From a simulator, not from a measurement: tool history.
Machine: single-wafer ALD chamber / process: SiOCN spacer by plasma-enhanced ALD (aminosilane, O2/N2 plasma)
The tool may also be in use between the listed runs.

run	hour	heater temperature setpoint (K)	number of ALD cycles (cycles)	mean film thickness on the monitor wafer (Å)
1	0	673.15	65	40.334
2	5.4	674.15	63	39.228
3	9.5	670.15	63	39.225
4	12.4	670.15	61	37.862
5	18.4	670.15	58	36.09
6	20.3	665.15	58	36.003
7	27.1	665.15	57	35.448

For run 8, what comes out?
8	30.7	665.15	56	?

Run 8 gave mean film thickness on the monitor wafer (Å) 34.703.
